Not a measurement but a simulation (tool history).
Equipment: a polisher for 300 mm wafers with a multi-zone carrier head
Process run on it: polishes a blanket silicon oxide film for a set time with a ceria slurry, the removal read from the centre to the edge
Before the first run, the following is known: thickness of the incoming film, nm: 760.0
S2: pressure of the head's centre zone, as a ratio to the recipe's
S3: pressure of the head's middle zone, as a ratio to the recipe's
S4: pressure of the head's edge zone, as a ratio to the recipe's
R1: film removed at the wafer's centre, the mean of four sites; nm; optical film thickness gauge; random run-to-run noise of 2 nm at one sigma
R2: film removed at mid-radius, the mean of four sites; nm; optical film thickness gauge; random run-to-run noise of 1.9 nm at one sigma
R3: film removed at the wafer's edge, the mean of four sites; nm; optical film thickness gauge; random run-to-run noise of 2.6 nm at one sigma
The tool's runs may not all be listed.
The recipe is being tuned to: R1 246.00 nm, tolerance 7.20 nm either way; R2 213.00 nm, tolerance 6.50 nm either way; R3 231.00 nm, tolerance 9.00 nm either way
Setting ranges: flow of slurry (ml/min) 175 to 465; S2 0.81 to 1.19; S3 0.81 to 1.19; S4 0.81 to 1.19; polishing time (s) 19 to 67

{"run": 1, "day": 0.0, "flow of slurry (ml/min)": 295, "S2": 1.0, "S3": 1.0, "S4": 1.0, "polishing time (s)": 43, "R1": 245.86, "R2": 245.69, "R3": 235.18}
{"run": 2, "day": 0.329, "flow of slurry (ml/min)": 295, "S2": 1.0, "S3": 1.0, "S4": 1.06, "polishing time (s)": 43, "R1": 248.33, "R2": 244.67, "R3": 244.39}
{"run": 3, "day": 0.588, "flow of slurry (ml/min)": 290, "S2": 1.0, "S3": 0.98, "S4": 1.05, "polishing time (s)": 43, "R1": 245.5, "R2": 243.99, "R3": 245.55}
{"run": 4, "day": 0.658, "flow of slurry (ml/min)": 290, "S2": 1.0, "S3": 0.94, "S4": 1.05, "polishing time (s)": 43, "R1": 244.95, "R2": 233.82, "R3": 238.93}
{"run": 5, "day": 1.012, "flow of slurry (ml/min)": 290, "S2": 1.0, "S3": 0.86, "S4": 1.05, "polishing time (s)": 43, "R1": 246.43, "R2": 214.33, "R3": 244.36}
{"run": 6, "day": 1.225, "flow of slurry (ml/min)": 290, "S2": 1.0, "S3": 0.86, "S4": 1.05, "polishing time (s)": 37, "R1": 207.65, "R2": 186.15, "R3": 211.56}
{"run": 7, "day": 1.317, "flow of slurry (ml/min)": 295, "S2": 1.01, "S3": 0.87, "S4": 1.06, "polishing time (s)": 37, "R1": 212.87, "R2": 185.4, "R3": 211.33}
{"run": 8, "day": 1.646, "flow of slurry (ml/min)": 300, "S2": 1.02, "S3": 0.89, "S4": 1.07, "polishing time (s)": 37, "R1": 215.03, "R2": 192.66, "R3": 209.9}
{"run": 9, "day": 1.862, "flow of slurry (ml/min)": 300, "S2": 1.03, "S3": 0.89, "S4": 1.08, "polishing time (s)": 38, "R1": 225.97, "R2": 197.67, "R3": 218.82}
{"day": 2.021, "done": "edge zone pressure recalibrated"}
{"run": 10, "day": 2.021, "flow of slurry (ml/min)": 305, "S2": 1.03, "S3": 0.9, "S4": 1.09, "polishing time (s)": 38, "R1": 223.8, "R2": 194.93, "R3": 231.38}
{"run": 11, "day": 2.25, "flow of slurry (ml/min)": 335, "S2": 1.1, "S3": 0.98, "S4": 1.01, "polishing time (s)": 39, "R1": 247.13, "R2": 222.48, "R3": 228.98}

Which one of the following 5 next-run settings gets every result inside its allowed miss? There is exactly one.
{"run": "A", "day": 2.479, "flow of slurry (ml/min)": 375, "S2": 1.03, "S3": 0.96, "S4": 1.11, "polishing time (s)": 41, "R1": "?", "R2": "?", "R3": "?"}
{"run": "B", "day": 2.479, "flow of slurry (ml/min)": 275, "S2": 1.18, "S3": 0.97, "S4": 1.08, "polishing time (s)": 39, "R1": "?", "R2": "?", "R3": "?"}
{"run": "C", "day": 2.479, "flow of slurry (ml/min)": 365, "S2": 1.09, "S3": 0.94, "S4": 1.04, "polishing time (s)": 42, "R1": "?", "R2": "?", "R3": "?"}
{"run": "D", "day": 2.479, "flow of slurry (ml/min)": 395, "S2": 1.04, "S3": 0.96, "S4": 1.15, "polishing time (s)": 40, "R1": "?", "R2": "?", "R3": "?"}
{"run": "E", "day": 2.479, "flow of slurry (ml/min)": 240, "S2": 1.11, "S3": 0.96, "S4": 1.04, "polishing time (s)": 40, "R1": "?", "R2": "?", "R3": "?"}

move=A R1=250.38 R2=232.74 R3=258.11
move=B R1=263.99 R2=216.39 R3=236.45
move=C R1=270.82 R2=233.67 R3=255.54
move=D R1=247.80 R2=227.98 R3=257.25
move=E R1=249.66 R2=216.29 R3=234.90
A: further off than the last run
B: the furthest-off result lands on target, but another misses its tolerance
C: further off than the last run
D: further off than the last run
E: all results in spec
E is the move that brings every result within its allowed miss.

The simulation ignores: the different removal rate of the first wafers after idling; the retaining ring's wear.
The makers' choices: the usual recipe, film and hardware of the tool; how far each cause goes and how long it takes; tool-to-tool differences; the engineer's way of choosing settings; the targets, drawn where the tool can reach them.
